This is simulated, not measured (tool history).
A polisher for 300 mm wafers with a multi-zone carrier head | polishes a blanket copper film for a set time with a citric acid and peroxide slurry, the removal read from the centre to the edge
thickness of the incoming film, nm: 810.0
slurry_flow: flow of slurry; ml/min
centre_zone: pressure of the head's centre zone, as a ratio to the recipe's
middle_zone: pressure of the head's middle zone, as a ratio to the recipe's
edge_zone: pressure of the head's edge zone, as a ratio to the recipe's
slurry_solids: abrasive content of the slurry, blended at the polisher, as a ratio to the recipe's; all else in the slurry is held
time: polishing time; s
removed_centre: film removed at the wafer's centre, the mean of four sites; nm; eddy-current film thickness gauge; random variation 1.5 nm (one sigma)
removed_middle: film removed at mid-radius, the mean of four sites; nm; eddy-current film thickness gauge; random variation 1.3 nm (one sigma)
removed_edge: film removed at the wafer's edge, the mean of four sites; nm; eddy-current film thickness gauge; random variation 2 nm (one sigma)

run	day	slurry_flow	centre_zone	middle_zone	edge_zone	slurry_solids	time	removed_centre	removed_middle	removed_edge
1	0.000	290	1.00	1.00	1.00	1.00	53	107.00	103.77	107.81
2	0.079	290	0.98	1.02	1.04	1.15	55	113.84	114.41	119.46
3	0.333	290	0.98	1.02	0.96	1.15	55	112.99	113.99	114.57
4	0.362	290	0.98	1.02	1.00	1.15	55	112.94	116.67	115.80
5	0.475	290	1.05	1.02	1.00	1.15	55	119.76	114.01	112.97
6	0.717	295	1.02	1.03	1.04	1.25	56	120.49	118.27	122.03
7	1.075	295	1.00	1.05	1.07	1.30	57	121.19	125.08	122.73
8	1.329	295	0.97	1.04	1.08	1.35	59	118.95	127.15	127.93
9	1.433	295	0.96	1.03	1.10	1.35	61	123.54	130.73	133.79

Run 10 comes next. What will it give?
10	1.546	295	0.95	1.03	1.12	1.40	62	?	?	?

removed_centre: 126.40 nm
removed_middle: 133.66 nm
removed_edge: 138.96 nm
